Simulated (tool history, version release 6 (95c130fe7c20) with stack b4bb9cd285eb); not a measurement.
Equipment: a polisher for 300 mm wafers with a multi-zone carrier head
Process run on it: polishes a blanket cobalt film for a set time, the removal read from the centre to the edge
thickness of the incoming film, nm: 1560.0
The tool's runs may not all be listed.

| run | hour | flow of slurry (ml/min) | pressure of the head's centre zone | pressure of the head's middle zone | pressure of the head's edge zone | polishing time (s) | film removed at the wafer's centre (angstrom) | film removed at mid-radius (angstrom) | film removed at the wafer's edge (angstrom) |
|---|---|---|---|---|---|---|---|---|---|
| 1 | 0.0 | 165 | 1.00 | 1.00 | 1.00 | 71 | 1673.9 | 1652.8 | 1615.4 |
| 2 | 4.1 | 165 | 1.00 | 1.00 | 1.06 | 71 | 1655.2 | 1653.0 | 1638.6 |
| 3 | 6.1 | 175 | 0.96 | 1.03 | 1.09 | 78 | 1766.9 | 1897.6 | 1884.5 |
| 4 | 14.1 | 175 | 0.96 | 1.03 | 1.09 | 95 | 2144.3 | 2292.5 | 2313.8 |
| 5 | 21.2 | 195 | 0.96 | 1.03 | 1.09 | 95 | 2261.2 | 2338.4 | 2259.6 |
| 6 | 28.1 | 190 | 0.93 | 1.06 | 1.09 | 95 | 2179.1 | 2351.8 | 2317.3 |
| 7 | 30.6 | 190 | 0.89 | 1.10 | 1.08 | 95 | 2048.6 | 2443.8 | 2260.0 |

Expected results for the next run?
| 8 | 32.8 | 190 | 0.88 | 1.11 | 1.10 | 95 | ? | ? | ? |

{"run 8": {"film removed at the wafer's centre (angstrom)": 2075.6, "film removed at mid-radius (angstrom)": 2475.3, "film removed at the wafer's edge (angstrom)": 2304.7}}

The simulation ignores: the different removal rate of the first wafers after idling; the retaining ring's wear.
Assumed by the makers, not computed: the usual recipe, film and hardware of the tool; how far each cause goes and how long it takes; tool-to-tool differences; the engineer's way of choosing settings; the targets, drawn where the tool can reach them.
